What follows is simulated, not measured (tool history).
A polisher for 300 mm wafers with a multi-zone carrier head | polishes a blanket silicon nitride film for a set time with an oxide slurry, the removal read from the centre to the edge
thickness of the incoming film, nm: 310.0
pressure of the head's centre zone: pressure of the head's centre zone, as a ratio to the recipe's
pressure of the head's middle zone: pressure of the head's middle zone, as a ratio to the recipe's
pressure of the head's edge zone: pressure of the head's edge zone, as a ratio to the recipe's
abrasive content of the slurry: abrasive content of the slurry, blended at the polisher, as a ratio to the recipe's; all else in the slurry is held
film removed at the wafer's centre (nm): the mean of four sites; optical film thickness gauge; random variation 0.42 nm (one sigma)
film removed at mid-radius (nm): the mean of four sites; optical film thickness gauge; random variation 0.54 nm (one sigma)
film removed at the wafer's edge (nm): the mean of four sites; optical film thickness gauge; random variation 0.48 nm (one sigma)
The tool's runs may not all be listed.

run	hour	flow of slurry (ml/min)	pressure of the head's centre zone	pressure of the head's middle zone	pressure of the head's edge zone	abrasive content of the slurry	polishing time (s)	film removed at the wafer's centre (nm)	film removed at mid-radius (nm)	film removed at the wafer's edge (nm)
1	0.0	215	1.00	1.00	1.00	1.00	69	38.432	38.375	39.171
2	4.6	215	1.00	1.00	1.03	1.00	69	37.564	37.468	39.293
3	9.6	215	1.00	1.00	1.03	1.00	80	44.220	43.561	45.968
4	13.0	215	1.00	0.96	1.03	1.00	80	43.541	42.458	45.283
5	20.2	215	0.94	0.96	1.03	1.00	80	39.542	42.577	45.500
6	28.3	175	0.94	0.96	1.03	1.00	80	38.870	41.032	44.360
7	36.7	180	0.93	0.98	1.00	0.95	80	37.850	39.697	42.049

The next listed run, before its measurement:
8	38.5	185	0.91	1.01	0.98	0.90	79	?	?	?

film removed at the wafer's centre (nm): 36.042
film removed at mid-radius (nm): 39.479
film removed at the wafer's edge (nm): 39.904

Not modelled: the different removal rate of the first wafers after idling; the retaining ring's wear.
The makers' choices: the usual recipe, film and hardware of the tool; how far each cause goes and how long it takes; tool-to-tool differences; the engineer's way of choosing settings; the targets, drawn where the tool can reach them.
